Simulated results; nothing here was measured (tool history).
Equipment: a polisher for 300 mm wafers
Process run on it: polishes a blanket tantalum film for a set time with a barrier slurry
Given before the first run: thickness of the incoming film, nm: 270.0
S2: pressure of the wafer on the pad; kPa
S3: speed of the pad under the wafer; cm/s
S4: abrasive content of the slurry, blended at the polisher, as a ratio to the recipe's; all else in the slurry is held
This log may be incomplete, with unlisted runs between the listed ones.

{"run": 1, "hour": 0.0, "flow of slurry (ml/min)": 295, "S2": 13.1, "S3": 118, "S4": 1, "polishing time (s)": 27, "film removed (angstrom)": 514.66}
{"run": 2, "hour": 7.3, "flow of slurry (ml/min)": 295, "S2": 13.1, "S3": 118, "S4": 1, "polishing time (s)": 27, "film removed (angstrom)": 517.12}
{"run": 3, "hour": 10.2, "flow of slurry (ml/min)": 295, "S2": 13.1, "S3": 118, "S4": 1, "polishing time (s)": 27, "film removed (angstrom)": 495.95}
{"run": 4, "hour": 14.0, "flow of slurry (ml/min)": 295, "S2": 11.7, "S3": 108, "S4": 1, "polishing time (s)": 27, "film removed (angstrom)": 435.74}
{"run": 5, "hour": 19.4, "flow of slurry (ml/min)": 295, "S2": 11.7, "S3": 108, "S4": 0.8, "polishing time (s)": 27, "film removed (angstrom)": 401.71}
{"run": 6, "hour": 22.7, "flow of slurry (ml/min)": 295, "S2": 10.3, "S3": 98, "S4": 0.8, "polishing time (s)": 27, "film removed (angstrom)": 341.6}
{"run": 7, "hour": 25.8, "flow of slurry (ml/min)": 295, "S2": 9.7, "S3": 90, "S4": 0.8, "polishing time (s)": 27, "film removed (angstrom)": 310.83}
{"run": 8, "hour": 31.5, "flow of slurry (ml/min)": 295, "S2": 9, "S3": 84, "S4": 0.8, "polishing time (s)": 27, "film removed (angstrom)": 281.37}
{"run": 9, "hour": 36.5, "flow of slurry (ml/min)": 295, "S2": 6.2, "S3": 58, "S4": 0.75, "polishing time (s)": 27, "film removed (angstrom)": 159.92}

What does the tool deliver on the next run?
{"run": 10, "hour": 43.2, "flow of slurry (ml/min)": 295, "S2": 6.9, "S3": 58, "S4": 0.75, "polishing time (s)": 27, "film removed (angstrom)": "?"}

film removed (angstrom): 179.91

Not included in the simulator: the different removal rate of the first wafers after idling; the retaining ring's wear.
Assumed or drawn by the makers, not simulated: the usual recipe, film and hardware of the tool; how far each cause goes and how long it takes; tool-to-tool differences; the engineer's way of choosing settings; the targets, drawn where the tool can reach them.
